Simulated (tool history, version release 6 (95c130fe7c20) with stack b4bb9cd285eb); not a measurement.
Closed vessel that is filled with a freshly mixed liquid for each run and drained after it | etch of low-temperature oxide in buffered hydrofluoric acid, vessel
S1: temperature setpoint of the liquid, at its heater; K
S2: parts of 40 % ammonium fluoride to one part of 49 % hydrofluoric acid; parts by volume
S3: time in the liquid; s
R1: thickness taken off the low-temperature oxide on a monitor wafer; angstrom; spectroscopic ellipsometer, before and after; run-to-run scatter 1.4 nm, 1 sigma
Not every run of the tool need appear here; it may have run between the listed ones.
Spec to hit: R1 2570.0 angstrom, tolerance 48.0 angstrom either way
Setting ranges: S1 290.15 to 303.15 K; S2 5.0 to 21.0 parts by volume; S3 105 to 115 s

run 1 day=0.000 | S1=295.15 S2=13.0 S3=105 | R1=1998.8
run 2 day=0.129 | S1=293.65 S2=13.0 S3=105 | R1=1839.3
run 3 day=0.167 | S1=292.65 S2=13.0 S3=105 | R1=1732.3
run 4 day=0.329 | S1=290.65 S2=13.0 S3=105 | R1=1562.3
run 5 day=0.483 | S1=291.65 S2=13.0 S3=105 | R1=1639.9
run 6 day=0.642 | S1=292.65 S2=13.0 S3=105 | R1=1744.0
run 7 day=0.788 | S1=293.65 S2=13.0 S3=105 | R1=1841.2
run 8 day=1.054 | S1=293.65 S2=13.0 S3=105 | R1=1847.0
run 9 day=1.404 | S1=294.15 S2=13.0 S3=105 | R1=1902.2
run 10 day=1.550 | S1=294.65 S2=13.0 S3=105 | R1=1949.0
run 11 day=1.621 | S1=295.15 S2=13.0 S3=105 | R1=2005.4
run 12 day=1.683 | S1=295.65 S2=13.0 S3=105 | R1=2056.5
run 13 day=2.042 | S1=296.15 S2=13.0 S3=105 | R1=2091.4
run 14 day=2.083 | S1=296.65 S2=13.0 S3=105 | R1=2162.5
run 15 day=2.412 | S1=297.15 S2=13.0 S3=105 | R1=2227.7

Consider the 5 candidate settings below. Which is the only one whose results all fall within their allowed miss of target?
run A day=2.742 | S1=298.15 S2=12.5 S3=115 | R1=?
run B day=2.742 | S1=298.65 S2=12.0 S3=110 | R1=?
run C day=2.742 | S1=296.65 S2=12.0 S3=115 | R1=?
run D day=2.742 | S1=297.65 S2=11.5 S3=110 | R1=?
run E day=2.742 | S1=300.15 S2=14.0 S3=115 | R1=?

move=A R1=2662.4
move=B R1=2723.0
move=C R1=2553.4
move=D R1=2688.8
move=E R1=2653.9
A: the result that was furthest off in the last run now lies on the other side of its target
B: the result that was furthest off in the last run now lies on the other side of its target
C: meets every target
D: the result that was furthest off in the last run now lies on the other side of its target
E: the result that was furthest off in the last run now lies on the other side of its target
Move C is the one to make.
